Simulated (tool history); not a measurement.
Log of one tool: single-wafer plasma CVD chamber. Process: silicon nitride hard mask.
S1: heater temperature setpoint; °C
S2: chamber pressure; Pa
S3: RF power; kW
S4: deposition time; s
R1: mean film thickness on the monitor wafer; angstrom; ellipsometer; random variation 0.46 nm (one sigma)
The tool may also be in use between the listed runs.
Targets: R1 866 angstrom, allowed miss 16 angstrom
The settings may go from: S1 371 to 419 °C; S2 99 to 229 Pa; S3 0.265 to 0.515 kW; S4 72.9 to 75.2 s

run,hour,S1,S2,S3,S4,R1
1,0,395,164,0.39,72.9,977.84
2,5.2,395,164,0.39,75.2,1011.9
3,14.2,395,175,0.39,75.2,1036
4,20.7,385,175,0.39,75.2,1038.8
5,23.3,385,175,0.365,75.2,1001.8
6,28.5,376,175,0.365,75.2,1004
7,31.9,376,157,0.36,75.2,954.39
8,34.8,376,147,0.355,75.2,927.58
9,42.8,376,139,0.355,75.2,908.75
10,46.7,376,133,0.355,75.2,884.37
11,53,376,132,0.355,75.2,887.35
12,60,376,129,0.355,75.2,891.01

Which of these 5 next moves meets every target?
A,67,377,159,0.335,75.2,?
B,67,377,131,0.38,75.2,?
C,67,376,124,0.335,74.9,?
D,67,376,111,0.435,72.9,?
E,67,374,133,0.345,74.2,?

move,R1
A,929.97
B,936.98
C,843.83
D,917.37
E,877.47
A: further off than the last run
B: further off than the last run
C: takes the result that was furthest off past its target
D: further off than the last run
E: meets every target
The right move is E.
